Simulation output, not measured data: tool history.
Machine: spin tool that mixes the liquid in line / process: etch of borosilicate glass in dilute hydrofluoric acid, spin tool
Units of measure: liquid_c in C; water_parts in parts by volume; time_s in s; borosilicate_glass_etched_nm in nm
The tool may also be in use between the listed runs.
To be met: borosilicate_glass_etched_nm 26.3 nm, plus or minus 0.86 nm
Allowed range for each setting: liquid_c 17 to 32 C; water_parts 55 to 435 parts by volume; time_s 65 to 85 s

| run | hour | liquid_c | water_parts | time_s | borosilicate_glass_etched_nm |
|---|---|---|---|---|---|
| 1 | 0 | 24 | 245 | 85 | 11.236 |
| 2 | 1.1 | 24 | 245 | 85 | 11.131 |
| 3 | 9.4 | 24 | 245 | 65 | 8.491 |
| 4 | 16.1 | 24 | 245 | 85 | 10.906 |
| 5 | 18.7 | 25.5 | 220 | 85 | 13.361 |
| 6 | 26.8 | 27 | 205 | 85 | 15.524 |
| 7 | 32.2 | 28 | 195 | 85 | 17.208 |
| 8 | 38.1 | 29 | 185 | 85 | 18.608 |
| 9 | 45.2 | 29.5 | 175 | 85 | 20.48 |
| 10 | 49 | 30 | 170 | 85 | 21.816 |
| 11 | 52.9 | 30.5 | 165 | 85 | 22.459 |

Consider the 5 candidate settings below. Which is the only one whose results all fall within their allowed miss of target?
| A | 56.8 | 30 | 145 | 85 | ? |
| B | 56.8 | 29 | 130 | 85 | ? |
| C | 56.8 | 30 | 135 | 85 | ? |
| D | 56.8 | 32 | 145 | 85 | ? |
| E | 56.8 | 32 | 165 | 65 | ? |

| move | borosilicate_glass_etched_nm |
|---|---|
| A | 26.677 |
| B | 29.262 |
| C | 29.036 |
| D | 28.653 |
| E | 18.738 |
A: every result within its allowed miss
B: pushes the last run's worst result past its target
C: pushes the last run's worst result past its target
D: pushes the last run's worst result past its target
E: moves away from the targets compared with the last run
The move that meets every target is A.
